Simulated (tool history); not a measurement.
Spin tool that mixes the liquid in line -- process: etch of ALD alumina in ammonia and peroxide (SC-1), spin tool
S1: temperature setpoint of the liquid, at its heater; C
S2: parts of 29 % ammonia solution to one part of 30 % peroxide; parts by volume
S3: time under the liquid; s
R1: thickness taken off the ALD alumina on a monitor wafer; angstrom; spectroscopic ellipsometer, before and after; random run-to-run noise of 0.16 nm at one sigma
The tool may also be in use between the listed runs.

{"run": 1, "hour": 0.0, "S1": 60, "S2": 0.45, "S3": 295, "R1": 243.26}
{"run": 2, "hour": 0.5, "S1": 60, "S2": 0.55, "S3": 295, "R1": 250.26}
{"run": 3, "hour": 6.7, "S1": 59.5, "S2": 0.55, "S3": 295, "R1": 240.79}
{"run": 4, "hour": 13.2, "S1": 59, "S2": 0.55, "S3": 295, "R1": 234.97}
{"run": 5, "hour": 16.2, "S1": 54.5, "S2": 0.55, "S3": 295, "R1": 184.72}
{"run": 6, "hour": 17.0, "S1": 55.5, "S2": 0.55, "S3": 295, "R1": 192.88}
{"run": 7, "hour": 19.7, "S1": 56.5, "S2": 0.55, "S3": 295, "R1": 205.83}
{"run": 8, "hour": 28.6, "S1": 57, "S2": 0.55, "S3": 295, "R1": 212.23}

The next listed run, before its measurement:
{"run": 9, "hour": 33.7, "S1": 57, "S2": 0.55, "S3": 295, "R1": "?"}

{"run 9": {"R1": 215.16}}
